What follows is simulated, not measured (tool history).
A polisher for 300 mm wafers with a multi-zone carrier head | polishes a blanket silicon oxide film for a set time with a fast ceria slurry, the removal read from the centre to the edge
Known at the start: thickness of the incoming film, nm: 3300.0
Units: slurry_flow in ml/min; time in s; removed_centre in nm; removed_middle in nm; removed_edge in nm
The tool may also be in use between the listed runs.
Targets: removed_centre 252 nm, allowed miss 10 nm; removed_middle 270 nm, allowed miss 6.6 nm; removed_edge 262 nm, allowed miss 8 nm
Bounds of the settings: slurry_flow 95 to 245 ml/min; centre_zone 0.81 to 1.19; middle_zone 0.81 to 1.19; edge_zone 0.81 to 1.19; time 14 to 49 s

Run 1, hour 0: slurry_flow 155 ml/min, centre_zone 1, middle_zone 1, edge_zone 1, time 31 s. Result: removed_centre 334.76 nm, removed_middle 335.87 nm, removed_edge 339.4 nm.
Run 2, hour 8.7: slurry_flow 150 ml/min, centre_zone 0.99, middle_zone 1, edge_zone 0.98, time 30 s. Result: removed_centre 325.47 nm, removed_middle 329.18 nm, removed_edge 323.32 nm.
Run 3, hour 9.4: slurry_flow 145 ml/min, centre_zone 0.97, middle_zone 0.99, edge_zone 0.97, time 30 s. Result: removed_centre 321.32 nm, removed_middle 319.97 nm, removed_edge 317.89 nm.
Run 4, hour 15.3: slurry_flow 145 ml/min, centre_zone 0.96, middle_zone 0.99, edge_zone 0.97, time 30 s. Result: removed_centre 314.32 nm, removed_middle 320.16 nm, removed_edge 320.57 nm.
Run 5, hour 16.2: slurry_flow 145 ml/min, centre_zone 0.96, middle_zone 0.99, edge_zone 1.04, time 30 s. Result: removed_centre 311.5 nm, removed_middle 320.53 nm, removed_edge 329.43 nm.
Run 6, hour 19.4: slurry_flow 145 ml/min, centre_zone 0.88, middle_zone 0.99, edge_zone 1.04, time 30 s. Result: removed_centre 290.99 nm, removed_middle 317.5 nm, removed_edge 331.2 nm.
Run 7, hour 24.9: slurry_flow 140 ml/min, centre_zone 0.88, middle_zone 0.99, edge_zone 1.02, time 30 s. Result: removed_centre 282.82 nm, removed_middle 318.26 nm, removed_edge 329.07 nm.
Run 8, hour 32.7: slurry_flow 140 ml/min, centre_zone 0.88, middle_zone 0.99, edge_zone 1, time 30 s. Result: removed_centre 285.96 nm, removed_middle 320.34 nm, removed_edge 322.09 nm.
Run 9, hour 34.2: slurry_flow 105 ml/min, centre_zone 0.83, middle_zone 0.89, edge_zone 0.9, time 28 s. Result: removed_centre 242.13 nm, removed_middle 262.63 nm, removed_edge 281.71 nm.
Run 10, hour 35.9: slurry_flow 105 ml/min, centre_zone 0.84, middle_zone 0.9, edge_zone 0.89, time 28 s. Result: removed_centre 245.94 nm, removed_middle 264.88 nm, removed_edge 278.25 nm.
Run 11, hour 44.9: slurry_flow 105 ml/min, centre_zone 0.84, middle_zone 0.9, edge_zone 0.88, time 28 s. Result: removed_centre 246.34 nm, removed_middle 265.29 nm, removed_edge 279.92 nm.
Run 12, hour 47.1: slurry_flow 105 ml/min, centre_zone 0.84, middle_zone 0.91, edge_zone 0.87, time 28 s. Result: removed_centre 253.08 nm, removed_middle 270.91 nm, removed_edge 274.35 nm.
Run 13, hour 53.7: slurry_flow 105 ml/min, centre_zone 0.84, middle_zone 0.91, edge_zone 0.87, time 28 s. Result: removed_centre 246.36 nm, removed_middle 271.31 nm, removed_edge 274.94 nm.
Run 14, hour 58.3: slurry_flow 105 ml/min, centre_zone 0.86, middle_zone 0.91, edge_zone 0.84, time 28 s. Result: removed_centre 256.33 nm, removed_middle 267.36 nm, removed_edge 271.32 nm.

4 next moves are on the table. One of them brings every result within its allowed miss. Which?
Run A, hour 62.9: slurry_flow 95 ml/min, centre_zone 0.85, middle_zone 0.84, edge_zone 0.89, time 30 s. Result: removed_centre ?, removed_middle ?, removed_edge ?.
Run B, hour 62.9: slurry_flow 110 ml/min, centre_zone 0.82, middle_zone 0.84, edge_zone 0.84, time 29 s. Result: removed_centre ?, removed_middle ?, removed_edge ?.
Run C, hour 62.9: slurry_flow 110 ml/min, centre_zone 0.83, middle_zone 0.91, edge_zone 0.86, time 29 s. Result: removed_centre ?, removed_middle ?, removed_edge ?.
Run D, hour 62.9: slurry_flow 130 ml/min, centre_zone 0.86, middle_zone 0.94, edge_zone 0.81, time 27 s. Result: removed_centre ?, removed_middle ?, removed_edge ?.

move  removed_centre  removed_middle  removed_edge
   A          261.33          264.78        292.89
   B          249.43          260.73         279.4
   C          252.39          278.53        282.09
   D          248.66          271.94        259.42
A: further off than the last run
B: further off than the last run
C: further off than the last run
D: meets every target
Move D is the one to make.
